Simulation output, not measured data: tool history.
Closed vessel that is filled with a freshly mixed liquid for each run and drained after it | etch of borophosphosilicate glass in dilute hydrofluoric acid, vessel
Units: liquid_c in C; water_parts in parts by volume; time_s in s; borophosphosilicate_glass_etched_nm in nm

| run | day | liquid_c | water_parts | time_s | borophosphosilicate_glass_etched_nm |
|---|---|---|---|---|---|
| 1 | 0 | 23 | 65 | 100 | 40.038 |
| 2 | 0.083 | 20 | 65 | 100 | 35.452 |
| 3 | 0.2 | 21 | 65 | 100 | 36.89 |
| 4 | 0.317 | 24 | 65 | 100 | 41.423 |
| 5 | 0.658 | 24.5 | 65 | 100 | 42.74 |
| 6 | 1.038 | 24.5 | 50 | 100 | 56.553 |

Run 7 is up next; what results do you expect?
| 7 | 1.117 | 24 | 50 | 100 | ? |

{"run 7": {"borophosphosilicate_glass_etched_nm": 55.182}}
